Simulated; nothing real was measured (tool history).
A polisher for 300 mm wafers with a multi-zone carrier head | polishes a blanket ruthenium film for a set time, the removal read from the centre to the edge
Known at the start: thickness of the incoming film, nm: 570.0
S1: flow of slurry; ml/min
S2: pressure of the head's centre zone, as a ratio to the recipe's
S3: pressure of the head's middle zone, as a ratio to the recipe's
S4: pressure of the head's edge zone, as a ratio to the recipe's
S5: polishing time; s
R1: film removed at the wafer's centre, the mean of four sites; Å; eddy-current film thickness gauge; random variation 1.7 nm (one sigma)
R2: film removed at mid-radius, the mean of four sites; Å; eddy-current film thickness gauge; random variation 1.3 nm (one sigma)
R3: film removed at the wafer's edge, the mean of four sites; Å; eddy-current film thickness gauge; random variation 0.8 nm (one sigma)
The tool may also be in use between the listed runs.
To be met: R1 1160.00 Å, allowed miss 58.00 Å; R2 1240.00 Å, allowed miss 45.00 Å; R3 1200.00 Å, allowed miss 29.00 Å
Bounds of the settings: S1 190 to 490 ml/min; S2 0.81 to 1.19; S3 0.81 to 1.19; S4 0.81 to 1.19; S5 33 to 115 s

run  hour   S1    S2    S3    S4  S5       R1       R2       R3
  1   0.0  315  1.00  1.00  1.00  73   897.53   880.76   918.50
  2   3.0  315  1.07  1.00  1.00  73   961.34   905.57   920.45
  3   7.7  320  1.07  1.02  1.03  75   960.79   945.34   958.83
  4  10.5  320  1.07  1.02  1.03  59   770.12   758.10   752.93
  5  14.3  325  1.08  1.04  1.05  64   858.96   828.02   822.82
  6  20.8  325  1.08  1.08  1.05  64   846.76   845.08   825.71
  7  22.2  330  1.08  1.10  1.06  68   919.85   917.42   890.37
  8  27.8  335  1.07  1.12  1.07  71   907.80   977.61   928.04
  9  33.0  335  1.08  1.12  1.09  74  1001.50  1009.10   981.22
 10  38.3  340  1.07  1.13  1.10  76   999.00  1059.80  1003.60
 11  44.5  335  1.07  1.13  1.11  78  1017.10  1070.00  1040.30
 12  47.4  340  1.07  1.14  1.12  80  1052.20  1091.60  1070.30
 13  56.2  345  1.07  1.15  1.13  81  1069.00  1153.20  1087.60
 14  63.8  340  1.07  1.15  1.14  82  1076.60  1162.90  1096.90
 15  65.5  345  1.07  1.14  1.15  83  1095.80  1166.90  1121.90
 16  70.9  345  1.07  1.14  1.15  84  1088.80  1180.70  1124.70
 17  76.2  340  1.07  1.14  1.15  85  1132.20  1179.90  1167.60

5 next moves are on the table. One of them brings every result within its allowed miss. Which?
  A  81.5  375  1.09  1.07  1.17  87   ?   ?   ?
  B  81.5  430  1.05  1.11  1.11  89   ?   ?   ?
  C  81.5  400  1.09  1.19  1.05  86   ?   ?   ?
  D  81.5  345  0.97  1.10  1.18  88   ?   ?   ?
  E  81.5  310  1.13  1.11  1.06  84   ?   ?   ?

move       R1       R2       R3
   A  1190.50  1156.00  1201.90
   B  1186.80  1233.60  1205.70
   C  1184.50  1258.70  1127.20
   D  1062.50  1189.40  1213.80
   E  1169.50  1131.60  1088.20
A: further off than the last run
B: meets every target
C: brings the result that was furthest off to its target, and leaves another outside
D: further off than the last run
E: further off than the last run
The right move is B.
